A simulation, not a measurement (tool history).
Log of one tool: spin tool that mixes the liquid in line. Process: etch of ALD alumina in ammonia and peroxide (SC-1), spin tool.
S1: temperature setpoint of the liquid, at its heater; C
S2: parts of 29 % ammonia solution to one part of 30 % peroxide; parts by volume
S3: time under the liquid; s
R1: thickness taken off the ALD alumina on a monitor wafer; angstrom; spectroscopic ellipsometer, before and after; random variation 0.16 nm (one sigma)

run 1 day=0.000 | S1=49.0 S2=1.0 S3=325 | R1=238.08
run 2 day=0.171 | S1=53.0 S2=1.0 S3=325 | R1=297.39
run 3 day=0.246 | S1=53.0 S2=1.0 S3=325 | R1=293.09
run 4 day=0.558 | S1=52.0 S2=1.0 S3=325 | R1=275.88
run 5 day=0.854 | S1=52.0 S2=1.0 S3=325 | R1=277.72
run 6 day=1.212 | S1=55.5 S2=1.0 S3=325 | R1=330.43

Run 7 comes next. What will it give?
run 7 day=1.446 | S1=54.0 S2=1.0 S3=325 | R1=?

R1: 307.29 angstrom
